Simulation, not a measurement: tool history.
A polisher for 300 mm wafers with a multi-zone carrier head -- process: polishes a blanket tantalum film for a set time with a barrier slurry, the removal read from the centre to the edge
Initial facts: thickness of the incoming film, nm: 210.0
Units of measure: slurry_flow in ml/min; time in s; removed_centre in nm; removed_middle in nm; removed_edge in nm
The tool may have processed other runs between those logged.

run	day	slurry_flow	centre_zone	middle_zone	edge_zone	slurry_solids	time	removed_centre	removed_middle	removed_edge
1	0	250	1	1	1	1	50	59.031	60.926	60.146
2	0.329	250	1	1	1.03	1	50	58.946	59.334	60.844
3	0.446	260	1.04	1.02	1.06	1.15	50	64.786	63.401	65.832
4	0.775	275	1.07	1.03	1.08	1.2	50	68.636	65.898	65.214
5	1.1	220	1.07	1.03	1.08	1.2	50	66.862	63.975	66.014
6	1.208	220	1.09	1.03	1.1	1.3	50	70.061	65.307	66.121

Expected results for the next run?
7	1.362	220	1.09	1.02	1.13	1.35	51	?	?	?

Logged for run 7: removed_centre 71.606 nm, removed_middle 67.616 nm, removed_edge 72.611 nm.

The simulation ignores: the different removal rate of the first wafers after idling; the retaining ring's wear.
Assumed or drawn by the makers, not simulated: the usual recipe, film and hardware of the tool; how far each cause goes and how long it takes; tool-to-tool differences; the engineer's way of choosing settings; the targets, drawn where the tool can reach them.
